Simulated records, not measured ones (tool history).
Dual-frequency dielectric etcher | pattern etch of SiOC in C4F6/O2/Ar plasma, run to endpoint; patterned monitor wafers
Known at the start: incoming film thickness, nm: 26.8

run 1 hour=0.0 | bias_power_(W)=434 source_power_(W)=330 | endpoint_time_(s)=10.3110
run 2 hour=1.7 | bias_power_(W)=482 source_power_(W)=340 | endpoint_time_(s)=9.9484
run 3 hour=8.5 | bias_power_(W)=482 source_power_(W)=380 | endpoint_time_(s)=9.6083
run 4 hour=9.2 | bias_power_(W)=513 source_power_(W)=390 | endpoint_time_(s)=9.3038
run 5 hour=13.0 | bias_power_(W)=513 source_power_(W)=370 | endpoint_time_(s)=9.4576
run 6 hour=18.8 | bias_power_(W)=513 source_power_(W)=410 | endpoint_time_(s)=9.2612
run 7 hour=24.4 | bias_power_(W)=530 source_power_(W)=410 | endpoint_time_(s)=9.1648

Run 8 comes next. What will it give?
run 8 hour=31.5 | bias_power_(W)=544 source_power_(W)=410 | endpoint_time_(s)=?

endpoint time (s): 8.9964
